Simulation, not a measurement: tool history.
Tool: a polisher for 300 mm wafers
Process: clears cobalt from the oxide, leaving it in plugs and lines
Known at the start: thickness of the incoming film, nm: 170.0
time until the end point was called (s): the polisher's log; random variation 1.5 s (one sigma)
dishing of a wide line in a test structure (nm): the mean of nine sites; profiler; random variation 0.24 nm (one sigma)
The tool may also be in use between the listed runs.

| run | hour | flow of slurry (ml/min) | pressure of the wafer on the pad (psi) | speed of the pad under the wafer (cm/s) | overpolish time after the end point (s) | time until the end point was called (s) | dishing of a wide line in a test structure (nm) |
|---|---|---|---|---|---|---|---|
| 1 | 0 | 310 | 1.3 | 76 | 18 | 58.468 | 41.91 |
| 2 | 6.3 | 275 | 1.3 | 76 | 18 | 57.841 | 39.926 |
| 3 | 10.9 | 275 | 1.3 | 94 | 18 | 48.739 | 45.552 |
| 4 | 13.6 | 275 | 1.4 | 94 | 18 | 45.021 | 48.846 |
| 5 | 22.6 | 250 | 1.2 | 86 | 14 | 57.689 | 33.275 |
| 6 | 28.8 | 250 | 0.9 | 86 | 14 | 69.783 | 29.172 |
| 7 | 35.1 | 230 | 0.9 | 66 | 5 | 89.773 | 9.0618 |
| 8 | 43.7 | 230 | 0.9 | 66 | 5 | 90.1 | 9.0836 |
| 9 | 51.6 | 240 | 0.8 | 68 | 6 | 94.274 | 10.512 |
| 10 | 58.4 | 255 | 0.8 | 68 | 6 | 92.912 | 10.553 |
| 11 | 65.5 | 265 | 0.7 | 70 | 7 | 98.164 | 11.57 |
| 12 | 72.6 | 275 | 0.7 | 70 | 7 | 99.451 | 11.602 |
| 13 | 74 | 275 | 0.7 | 70 | 10 | 99.323 | 16.026 |
| 14 | 75.9 | 265 | 0.7 | 68 | 10 | 100.15 | 15.788 |

Run 15 comes next. What will it give?
| 15 | 81.6 | 265 | 0.7 | 68 | 5 | ? | ? |

time until the end point was called (s): 100.97
dishing of a wide line in a test structure (nm): 8.3219
